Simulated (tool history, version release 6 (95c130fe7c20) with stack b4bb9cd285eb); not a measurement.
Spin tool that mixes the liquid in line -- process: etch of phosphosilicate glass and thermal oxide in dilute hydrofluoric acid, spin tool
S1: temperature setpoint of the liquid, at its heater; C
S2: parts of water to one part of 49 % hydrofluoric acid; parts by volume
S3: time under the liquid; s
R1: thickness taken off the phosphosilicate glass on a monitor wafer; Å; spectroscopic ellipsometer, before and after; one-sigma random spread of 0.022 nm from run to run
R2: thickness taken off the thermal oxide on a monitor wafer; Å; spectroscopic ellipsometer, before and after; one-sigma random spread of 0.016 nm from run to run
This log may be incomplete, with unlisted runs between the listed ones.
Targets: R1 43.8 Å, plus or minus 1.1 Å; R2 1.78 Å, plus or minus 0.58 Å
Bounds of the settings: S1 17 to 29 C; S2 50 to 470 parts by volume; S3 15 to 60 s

run  hour    S1   S2  S3      R1      R2
  1     0    21  260  30  103.28  4.1949
  2   4.5  20.5  280  30   91.78  3.5753
  3    12    17  280  30  81.432  2.9947
  4  15.9  20.5  280  30   91.82   3.811
  5  19.3    20  295  30  84.895  4.2197
  6  27.5  19.5  305  30  79.505  2.8466
  7  30.6  19.5  320  30  74.533  3.1649
  8  36.8    17  425  30  47.623  1.6727
  9  45.2    17  430  30  46.762  1.8769
 10  46.5    17  440  30  45.289  1.8099

Exercise: of the 5 proposed moves below, exactly one satisfies all targets within the stated allowed misses. Which move is it?
  A  47.8    17  395  25   ?   ?
  B  47.8    17  375  25   ?   ?
  C  47.8    17  420  30   ?   ?
  D  47.8  27.5  470  25   ?   ?
  E  47.8    17  415  30   ?   ?

move      R1      R2
   A  43.595  1.5629
   B  46.646  1.6722
   C   48.26  1.7301
   D  48.697  1.7458
   E  49.029  1.7577
A: all results land within tolerance of their targets
B: moves away from the targets compared with the last run
C: moves away from the targets compared with the last run
D: moves away from the targets compared with the last run
E: moves away from the targets compared with the last run
A is the move that brings every result within its allowed miss.

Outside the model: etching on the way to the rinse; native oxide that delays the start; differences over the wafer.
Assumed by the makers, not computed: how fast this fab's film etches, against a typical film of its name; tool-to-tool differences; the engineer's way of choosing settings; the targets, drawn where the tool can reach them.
